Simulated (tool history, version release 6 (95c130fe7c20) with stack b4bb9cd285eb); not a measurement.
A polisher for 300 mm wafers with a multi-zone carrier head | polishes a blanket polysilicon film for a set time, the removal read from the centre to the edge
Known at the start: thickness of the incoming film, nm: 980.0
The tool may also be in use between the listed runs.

run	hour	flow of slurry (ml/min)	pressure of the head's centre zone	pressure of the head's middle zone	pressure of the head's edge zone	polishing time (s)	film removed at the wafer's centre (nm)	film removed at mid-radius (nm)	film removed at the wafer's edge (nm)
1	0.0	175	1.00	1.00	1.00	30	306.93	305.66	325.20
2	5.5	175	0.94	1.00	1.00	30	288.31	304.70	324.50
3	9.6	175	0.94	1.00	1.03	30	290.38	310.96	319.38
4	13.1	200	0.94	1.00	1.03	30	297.25	309.12	337.71
5	19.0	180	0.98	0.97	1.00	29	290.84	286.75	313.89
6	25.3	180	0.92	0.97	1.00	29	273.60	293.27	316.59
7	33.7	165	0.97	0.96	0.99	28	273.83	276.31	292.06
# hour 38.0: edge zone pressure recalibrated
8	38.0	155	0.99	0.93	0.98	28	277.22	265.69	280.74
9	45.7	150	0.99	0.90	0.98	28	274.11	253.37	283.35
10	48.3	140	1.00	0.89	0.96	28	270.16	248.34	272.78

Forecast run 11:
11	57.3	135	1.01	0.88	0.95	28	?	?	?

film removed at the wafer's centre (nm): 272.67
film removed at mid-radius (nm): 243.52
film removed at the wafer's edge (nm): 281.01
